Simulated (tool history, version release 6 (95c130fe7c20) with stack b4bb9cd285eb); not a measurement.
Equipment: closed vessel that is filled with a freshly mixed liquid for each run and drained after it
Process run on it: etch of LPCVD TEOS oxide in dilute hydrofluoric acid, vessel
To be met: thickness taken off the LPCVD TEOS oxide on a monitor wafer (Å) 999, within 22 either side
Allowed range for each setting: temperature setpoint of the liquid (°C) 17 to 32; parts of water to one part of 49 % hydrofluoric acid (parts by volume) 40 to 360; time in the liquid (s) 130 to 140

run	day	temperature setpoint of the liquid (°C)	parts of water to one part of 49 % hydrofluoric acid (parts by volume)	time in the liquid (s)	thickness taken off the LPCVD TEOS oxide on a monitor wafer (Å)
1	0	24	200	130	298.58
2	0.388	24	200	140	324.1
3	0.45	25	180	140	378.76
4	0.633	25	180	130	354.04
5	0.712	26	165	130	407.05
6	0.875	28	165	130	438.33
7	1.071	28.5	150	130	500.95
8	1.333	29	140	130	549.18
9	1.704	32	60	130	1589
10	1.783	31	60	130	1529.6
11	2.133	29.5	60	130	1439.2
12	2.296	28	60	130	1356.8
13	2.617	26.5	60	130	1281

Pick the move, out of 4, that brings all results within their allowed miss; only one does.
A	2.938	25.5	80	135	?
B	2.938	27.5	85	135	?
C	2.938	29.5	50	130	?
D	2.938	31	95	140	?

move	thickness taken off the LPCVD TEOS oxide on a monitor wafer (Å)
A	932.18
B	943.61
C	1750.2
D	988.45
A: takes the result that was furthest off past its target
B: takes the result that was furthest off past its target
C: further off than the last run
D: hits every target within its allowed miss
So the answer is move D, the one that meets all the targets.
